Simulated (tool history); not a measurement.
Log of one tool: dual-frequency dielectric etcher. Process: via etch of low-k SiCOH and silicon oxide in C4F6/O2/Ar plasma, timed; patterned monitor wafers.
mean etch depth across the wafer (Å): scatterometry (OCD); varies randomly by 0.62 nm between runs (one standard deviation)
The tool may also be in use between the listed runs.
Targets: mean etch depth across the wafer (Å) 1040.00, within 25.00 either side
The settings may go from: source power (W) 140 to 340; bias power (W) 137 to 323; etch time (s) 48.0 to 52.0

run    day  source power (W)  bias power (W)  etch time (s)  mean etch depth across the wafer (Å)
  1  0.000               240             230           52.0                               1329.50
  2  0.375               240             230           52.0                               1317.70
  3  0.408               230             220           51.5                               1257.50
  4  0.583               230             249           51.5                               1316.00
  5  0.658               230             249           48.0                               1239.00
  6  0.829               270             249           48.0                               1331.30
  7  1.129               250             241           48.0                               1260.40
  8  1.438               240             235           48.0                               1219.50
  9  1.775               230             232           48.0                               1202.50
 10  1.908               220             229           48.0                               1177.30
 11  1.946               170             208           48.0                               1007.20

Exercise: of the 5 proposed moves below, exactly one satisfies all targets within the stated allowed misses. Which move is it?
  A  1.983               180             222           49.0                                     ?
  B  1.983               150             210           49.0                                     ?
  C  1.983               160             192           49.0                                     ?
  D  1.983               160             208           51.0                                     ?
  E  1.983               190             232           48.0                                     ?

move  mean etch depth across the wafer (Å)
   A                               1089.60
   B                                978.58
   C                                970.94
   D                               1046.60
   E                               1113.60
A: takes the result that was furthest off past its target
B: lands further from the targets than the last run did
C: lands further from the targets than the last run did
D: each result inside its tolerance
E: takes the result that was furthest off past its target
So the answer is move D, the one that meets all the targets.

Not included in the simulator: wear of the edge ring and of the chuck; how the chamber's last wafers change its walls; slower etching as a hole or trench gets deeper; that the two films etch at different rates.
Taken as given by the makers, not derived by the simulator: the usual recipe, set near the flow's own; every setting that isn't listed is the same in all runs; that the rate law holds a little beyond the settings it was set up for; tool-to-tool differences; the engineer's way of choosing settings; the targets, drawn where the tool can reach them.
